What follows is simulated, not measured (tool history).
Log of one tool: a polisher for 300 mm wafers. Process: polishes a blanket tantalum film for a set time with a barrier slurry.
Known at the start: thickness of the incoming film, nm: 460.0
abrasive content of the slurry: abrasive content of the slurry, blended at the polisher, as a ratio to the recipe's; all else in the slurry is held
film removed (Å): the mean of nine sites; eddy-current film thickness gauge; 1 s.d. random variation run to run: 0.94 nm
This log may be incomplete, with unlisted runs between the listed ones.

run,hour,flow of slurry (ml/min),pressure of the wafer on the pad (kPa),speed of the pad under the wafer (m/s),abrasive content of the slurry,polishing time (s),film removed (Å)
1,0,125,8.3,1.22,1,79,788.19
2,8.1,120,8.3,1.22,1,79,808.97
3,14.7,120,7.6,1.22,1,79,725.93
4,18.9,120,7.6,1.08,1,79,650.04
5,21.5,120,5.5,1.08,1,79,476.39
6,29.1,120,6.2,1.08,1,79,541.23
7,35.5,120,6.9,1.08,1,79,586.32

Run 8, settings as shown, results not yet in. Your forecast:
8,43.3,135,8.3,1.1,1,79,?

film removed (Å): 728.36
